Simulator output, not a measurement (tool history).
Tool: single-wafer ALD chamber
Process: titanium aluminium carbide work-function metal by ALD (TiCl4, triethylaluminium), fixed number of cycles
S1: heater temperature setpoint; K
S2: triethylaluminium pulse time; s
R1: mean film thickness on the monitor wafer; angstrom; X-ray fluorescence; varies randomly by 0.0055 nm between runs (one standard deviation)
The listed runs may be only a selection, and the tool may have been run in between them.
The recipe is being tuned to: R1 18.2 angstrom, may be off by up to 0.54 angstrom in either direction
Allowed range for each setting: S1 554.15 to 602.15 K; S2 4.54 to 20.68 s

run 1 hour=0 | S1=578.15 S2=12.61 | R1=20.945
run 2 hour=2.6 | S1=575.15 S2=11.9 | R1=20.748
run 3 hour=8.9 | S1=573.15 S2=11.11 | R1=20.36
run 4 hour=14.7 | S1=563.15 S2=11.11 | R1=19.725
run 5 hour=21.9 | S1=568.15 S2=11.11 | R1=19.944
run 6 hour=29.5 | S1=566.15 S2=10.61 | R1=19.651
run 7 hour=33 | S1=565.15 S2=10.27 | R1=19.625
run 8 hour=41.2 | S1=564.15 S2=9.84 | R1=19.528
run 9 hour=41.8 | S1=554.15 S2=5.8 | R1=16.503
run 10 hour=43.4 | S1=555.15 S2=5.98 | R1=16.742
run 11 hour=50.4 | S1=555.15 S2=5.98 | R1=16.629
run 12 hour=54 | S1=556.15 S2=6.16 | R1=16.985
run 13 hour=55.6 | S1=557.15 S2=6.31 | R1=17.186
run 14 hour=57.1 | S1=558.15 S2=6.42 | R1=17.4
run 15 hour=58.9 | S1=559.15 S2=6.5 | R1=17.388
run 16 hour=65.7 | S1=560.15 S2=6.6 | R1=17.619
run 17 hour=66.7 | S1=560.15 S2=6.66 | R1=17.549

Exercise: of the 4 proposed moves below, exactly one satisfies all targets within the stated allowed misses. Which move is it?
run A hour=67.7 | S1=572.15 S2=5.14 | R1=?
run B hour=67.7 | S1=564.15 S2=8.96 | R1=?
run C hour=67.7 | S1=560.15 S2=7.35 | R1=?
run D hour=67.7 | S1=558.15 S2=6.35 | R1=?

move=A R1=16.933
move=B R1=19.227
move=C R1=18.182
move=D R1=17.315
A: misses by more than the last run did
B: moves the result that the last run missed by most past its target, out the other side
C: meets every target
D: misses by more than the last run did
Move C is the one to make.

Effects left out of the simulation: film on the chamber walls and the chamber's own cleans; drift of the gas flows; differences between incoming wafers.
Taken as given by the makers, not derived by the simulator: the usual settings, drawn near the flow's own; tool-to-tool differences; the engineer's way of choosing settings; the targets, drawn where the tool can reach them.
